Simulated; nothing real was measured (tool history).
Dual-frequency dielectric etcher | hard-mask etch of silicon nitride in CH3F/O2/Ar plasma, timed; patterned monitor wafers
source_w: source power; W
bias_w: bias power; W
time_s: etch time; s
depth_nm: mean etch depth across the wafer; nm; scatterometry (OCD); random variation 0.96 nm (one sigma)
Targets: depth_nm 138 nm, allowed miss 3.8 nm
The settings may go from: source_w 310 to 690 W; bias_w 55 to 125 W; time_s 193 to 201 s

| run | hour | source_w | bias_w | time_s | depth_nm |
|---|---|---|---|---|---|
| 1 | 0 | 500 | 90 | 193 | 166.57 |
| 2 | 7.4 | 500 | 80 | 193 | 163.16 |
| 3 | 15.7 | 560 | 80 | 193 | 171.16 |
| 4 | 16.8 | 560 | 80 | 201 | 179.04 |
| 5 | 17.4 | 500 | 72 | 198.5 | 164.93 |
| 6 | 20.5 | 450 | 72 | 198.5 | 154.93 |
| 7 | 21.7 | 420 | 70 | 198 | 150.31 |
| 8 | 25.2 | 400 | 69 | 197.5 | 145.16 |
| 9 | 29.3 | 400 | 69 | 197.5 | 147.62 |

5 next moves are on the table. One of them brings every result within its allowed miss. Which?
| A | 33.4 | 390 | 80 | 201 | ? |
| B | 33.4 | 360 | 75 | 194.5 | ? |
| C | 33.4 | 360 | 55 | 193 | ? |
| D | 33.4 | 370 | 85 | 198 | ? |
| E | 33.4 | 430 | 56 | 199.5 | ? |

| move | depth_nm |
|---|---|
| A | 149.87 |
| B | 137.31 |
| C | 127.47 |
| D | 145.99 |
| E | 144.38 |
A: further off than the last run
B: meets every target
C: takes the result that was furthest off past its target
D: nearer than the last run, and not there yet
E: nearer than the last run, and not there yet
The right move is B.
